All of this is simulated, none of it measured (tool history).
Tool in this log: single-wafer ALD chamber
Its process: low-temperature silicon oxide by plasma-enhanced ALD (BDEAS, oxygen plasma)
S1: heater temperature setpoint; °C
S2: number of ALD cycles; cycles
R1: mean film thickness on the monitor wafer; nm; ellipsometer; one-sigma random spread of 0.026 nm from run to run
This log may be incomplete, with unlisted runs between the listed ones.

run,day,S1,S2,R1
1,0,115,67,8.8539
2,0.25,115,73,9.6427
3,0.608,115,68,9.0293
4,0.892,115,62,8.227
5,0.933,114,66,8.762
6,0.975,104,66,8.9178
7,1.217,103,68,9.2058

Forecast run 8:
8,1.3,102,70,?

R1: 9.5092 nm
